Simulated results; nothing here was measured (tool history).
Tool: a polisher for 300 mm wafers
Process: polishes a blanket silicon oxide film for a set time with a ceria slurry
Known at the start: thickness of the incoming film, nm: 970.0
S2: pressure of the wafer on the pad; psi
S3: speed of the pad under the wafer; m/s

run 1 hour=0 | flow_of_slurry_(ml/min)=285 S2=2.6 S3=1.36 polishing_time_(s)=72 | film_removed_(nm)=345.89
run 2 hour=0.7 | flow_of_slurry_(ml/min)=250 S2=2.6 S3=1.36 polishing_time_(s)=72 | film_removed_(nm)=342.95
run 3 hour=6.8 | flow_of_slurry_(ml/min)=250 S2=2.6 S3=1.12 polishing_time_(s)=72 | film_removed_(nm)=283.78
run 4 hour=8.8 | flow_of_slurry_(ml/min)=200 S2=2.6 S3=1.12 polishing_time_(s)=72 | film_removed_(nm)=280.78
run 5 hour=13.1 | flow_of_slurry_(ml/min)=200 S2=2.6 S3=1.12 polishing_time_(s)=76 | film_removed_(nm)=295.7
run 6 hour=14.1 | flow_of_slurry_(ml/min)=200 S2=2.4 S3=1.04 polishing_time_(s)=76 | film_removed_(nm)=258.29
run 7 hour=22 | flow_of_slurry_(ml/min)=200 S2=2.2 S3=0.98 polishing_time_(s)=76 | film_removed_(nm)=229.54

Run 8 comes next. What will it give?
run 8 hour=24.2 | flow_of_slurry_(ml/min)=200 S2=2 S3=0.92 polishing_time_(s)=76 | film_removed_(nm)=?

{"run 8": {"film removed (nm)": 202.25}}
